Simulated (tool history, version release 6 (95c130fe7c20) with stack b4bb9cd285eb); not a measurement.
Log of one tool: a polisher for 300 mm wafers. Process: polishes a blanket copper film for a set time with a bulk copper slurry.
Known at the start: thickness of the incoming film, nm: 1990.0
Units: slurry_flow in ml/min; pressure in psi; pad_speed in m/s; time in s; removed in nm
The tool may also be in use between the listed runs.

| run | hour | slurry_flow | pressure | pad_speed | slurry_solids | time | removed |
|---|---|---|---|---|---|---|---|
| 1 | 0.0 | 160 | 1.6 | 1.02 | 1.0 | 41 | 253.87 |
| 2 | 6.6 | 155 | 1.4 | 1.02 | 1.0 | 41 | 221.42 |
| 3 | 10.7 | 155 | 1.4 | 1.22 | 1.0 | 41 | 266.32 |
| 4 | 15.4 | 150 | 1.2 | 1.20 | 1.0 | 41 | 222.11 |
| 5 | 17.5 | 150 | 1.5 | 1.20 | 1.0 | 41 | 278.11 |
| 6 | 23.5 | 120 | 1.5 | 1.20 | 1.0 | 41 | 267.68 |

The next listed run, before its measurement:
| 7 | 27.8 | 115 | 1.3 | 1.20 | 1.0 | 41 | ? |

{"run 7": {"removed": 231.38}}
